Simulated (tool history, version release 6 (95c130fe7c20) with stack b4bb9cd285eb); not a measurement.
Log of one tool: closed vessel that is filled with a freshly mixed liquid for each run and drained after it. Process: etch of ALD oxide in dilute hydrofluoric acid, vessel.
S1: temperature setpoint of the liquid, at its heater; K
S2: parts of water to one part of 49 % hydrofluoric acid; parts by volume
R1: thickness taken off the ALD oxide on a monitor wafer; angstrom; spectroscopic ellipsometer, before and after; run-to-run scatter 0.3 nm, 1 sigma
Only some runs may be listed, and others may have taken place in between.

Run 1, hour 0: S1 298.15 K, S2 290 parts by volume, time in the liquid (s) 1060. Result: R1 444.72 angstrom.
Run 2, hour 4.5: S1 300.15 K, S2 290 parts by volume, time in the liquid (s) 1060. Result: R1 478.1 angstrom.
Run 3, hour 8: S1 298.15 K, S2 295 parts by volume, time in the liquid (s) 1060. Result: R1 438.78 angstrom.
Run 4, hour 9.8: S1 296.65 K, S2 300 parts by volume, time in the liquid (s) 1060. Result: R1 409.21 angstrom.
Run 5, hour 17.5: S1 295.65 K, S2 305 parts by volume, time in the liquid (s) 1060. Result: R1 384.25 angstrom.
Run 6, hour 19.1: S1 294.65 K, S2 310 parts by volume, time in the liquid (s) 1060. Result: R1 364.46 angstrom.
Run 7, hour 20.2: S1 293.65 K, S2 315 parts by volume, time in the liquid (s) 1060. Result: R1 343.57 angstrom.
Run 8, hour 26.9: S1 293.15 K, S2 315 parts by volume, time in the liquid (s) 1060. Result: R1 339.04 angstrom.

Estimate the outcome of run 9 from the log above:
Run 9, hour 31.1: S1 292.65 K, S2 315 parts by volume, time in the liquid (s) 1060. Result: R1 ?.

R1: 332.81 angstrom

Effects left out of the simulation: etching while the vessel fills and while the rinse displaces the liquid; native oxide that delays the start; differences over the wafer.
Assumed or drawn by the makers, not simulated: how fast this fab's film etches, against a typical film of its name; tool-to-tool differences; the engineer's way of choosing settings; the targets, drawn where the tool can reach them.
